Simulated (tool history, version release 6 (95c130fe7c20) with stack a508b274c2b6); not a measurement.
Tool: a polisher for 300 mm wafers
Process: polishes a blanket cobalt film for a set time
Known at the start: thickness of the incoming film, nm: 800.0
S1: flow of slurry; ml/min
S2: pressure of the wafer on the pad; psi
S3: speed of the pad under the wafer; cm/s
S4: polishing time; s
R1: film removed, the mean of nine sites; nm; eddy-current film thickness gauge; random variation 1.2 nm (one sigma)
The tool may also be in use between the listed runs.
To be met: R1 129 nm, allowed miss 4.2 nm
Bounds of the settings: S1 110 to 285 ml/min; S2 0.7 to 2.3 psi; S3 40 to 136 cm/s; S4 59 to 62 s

{"run": 1, "hour": 0.0, "S1": 180, "S2": 1.5, "S3": 88, "S4": 59, "R1": 187.01}
{"run": 2, "hour": 4.8, "S1": 180, "S2": 1.5, "S3": 88, "S4": 62, "R1": 196.92}
{"run": 3, "hour": 11.5, "S1": 180, "S2": 1.5, "S3": 70, "S4": 62, "R1": 162.03}
{"run": 4, "hour": 15.2, "S1": 175, "S2": 1.4, "S3": 70, "S4": 62, "R1": 150.41}
{"run": 5, "hour": 24.1, "S1": 205, "S2": 1.4, "S3": 70, "S4": 62, "R1": 155.72}
{"run": 6, "hour": 31.4, "S1": 195, "S2": 1.3, "S3": 70, "S4": 62, "R1": 140.93}
{"run": 7, "hour": 35.5, "S1": 190, "S2": 1.3, "S3": 70, "S4": 62, "R1": 141.39}
{"run": 8, "hour": 38.3, "S1": 185, "S2": 1.3, "S3": 70, "S4": 62, "R1": 141.43}
{"run": 9, "hour": 47.0, "S1": 180, "S2": 1.3, "S3": 70, "S4": 62, "R1": 140.74}
{"run": 10, "hour": 47.7, "S1": 175, "S2": 1.3, "S3": 70, "S4": 62, "R1": 140.94}

Which of these 4 next moves meets every target?
{"run": "A", "hour": 48.4, "S1": 165, "S2": 1.4, "S3": 80, "S4": 60, "R1": "?"}
{"run": "B", "hour": 48.4, "S1": 180, "S2": 1.3, "S3": 72, "S4": 61, "R1": "?"}
{"run": "C", "hour": 48.4, "S1": 145, "S2": 1.3, "S3": 62, "S4": 62, "R1": "?"}
{"run": "D", "hour": 48.4, "S1": 130, "S2": 1.3, "S3": 68, "S4": 62, "R1": "?"}

move=A R1=164.56
move=B R1=144.39
move=C R1=123.92
move=D R1=131.02
A: further off than the last run
B: further off than the last run
C: takes the result that was furthest off past its target
D: meets every target
Move D is the one to make.
